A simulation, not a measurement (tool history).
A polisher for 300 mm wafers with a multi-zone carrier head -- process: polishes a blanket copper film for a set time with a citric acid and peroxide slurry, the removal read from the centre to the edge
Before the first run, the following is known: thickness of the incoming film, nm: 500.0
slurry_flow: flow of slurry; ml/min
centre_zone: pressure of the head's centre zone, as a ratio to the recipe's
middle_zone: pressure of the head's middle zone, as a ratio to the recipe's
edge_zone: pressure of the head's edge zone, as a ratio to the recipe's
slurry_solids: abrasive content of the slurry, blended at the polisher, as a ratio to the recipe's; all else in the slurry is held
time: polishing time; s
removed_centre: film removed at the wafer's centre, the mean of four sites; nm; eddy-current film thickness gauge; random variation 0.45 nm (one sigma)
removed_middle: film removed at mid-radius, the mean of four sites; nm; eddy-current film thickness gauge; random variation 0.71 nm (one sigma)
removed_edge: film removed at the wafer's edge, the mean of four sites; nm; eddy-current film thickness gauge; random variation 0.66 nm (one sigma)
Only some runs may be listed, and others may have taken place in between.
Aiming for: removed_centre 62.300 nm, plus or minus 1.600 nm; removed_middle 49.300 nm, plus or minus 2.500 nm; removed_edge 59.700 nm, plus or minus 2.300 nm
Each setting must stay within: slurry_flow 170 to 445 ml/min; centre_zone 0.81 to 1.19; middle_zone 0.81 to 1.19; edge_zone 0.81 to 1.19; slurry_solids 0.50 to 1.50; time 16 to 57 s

run  hour  slurry_flow  centre_zone  middle_zone  edge_zone  slurry_solids  time  removed_centre  removed_middle  removed_edge
  1   0.0          285         1.00         1.00       1.00           1.00    36         127.430         122.910       127.460
  2   2.0          285         1.00         1.00       1.00           1.00    33         115.520         108.620       114.570
  3   3.8          285         1.00         0.98       0.99           0.90    31         107.590         100.330       105.040
  4   6.7          270         1.00         0.95       1.00           0.85    29         100.240          89.630        98.005
  5  10.4          270         1.00         0.95       1.00           0.75    29          97.796          88.036        96.333
  6  13.6          270         1.00         0.88       1.00           0.75    29          96.861          82.309        96.285
  7  20.6          190         1.01         0.81       0.91           0.50    19          57.588          45.382        55.432
  8  24.9          200         1.01         0.81       0.92           0.50    19          58.136          46.708        56.804

Consider the 4 candidate settings below. Which is the only one whose results all fall within their allowed miss of target?
  A  29.2          170         1.00         0.81       0.98           0.50    19               ?               ?             ?
  B  29.2          255         0.99         1.06       0.86           0.50    18               ?               ?             ?
  C  29.2          190         0.89         0.81       0.95           0.50    20               ?               ?             ?
  D  29.2          235         0.99         0.81       0.88           0.50    20               ?               ?             ?

move  removed_centre  removed_middle  removed_edge
   A          56.331          44.769        56.432
   B          57.187          56.804        52.744
   C          55.106          48.205        59.489
   D          62.653          49.882        58.921
A: lands further from the targets than the last run did
B: lands further from the targets than the last run did
C: lands further from the targets than the last run did
D: each result inside its tolerance
So the answer is move D, the one that meets all the targets.
